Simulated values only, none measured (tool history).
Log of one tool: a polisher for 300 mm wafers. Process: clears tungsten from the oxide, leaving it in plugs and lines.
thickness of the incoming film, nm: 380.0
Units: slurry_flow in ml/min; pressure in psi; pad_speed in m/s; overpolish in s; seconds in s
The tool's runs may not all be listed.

run	day	slurry_flow	pressure	pad_speed	slurry_solids	overpolish	seconds
1	0	185	2.7	1.38	1	8	89.614
2	0.25	185	2.9	1.38	1	8	84.459
3	0.583	185	3.1	1.38	1	8	79.521
4	0.712	185	3.2	1.38	1	8	77.792
5	0.971	185	3.2	1.22	1	8	88.389
6	1.133	185	3.4	1.24	1	8	82.754

Run 7 comes next. What will it give?
7	1.204	185	3.5	1.26	1	8	?

seconds: 80.586 s

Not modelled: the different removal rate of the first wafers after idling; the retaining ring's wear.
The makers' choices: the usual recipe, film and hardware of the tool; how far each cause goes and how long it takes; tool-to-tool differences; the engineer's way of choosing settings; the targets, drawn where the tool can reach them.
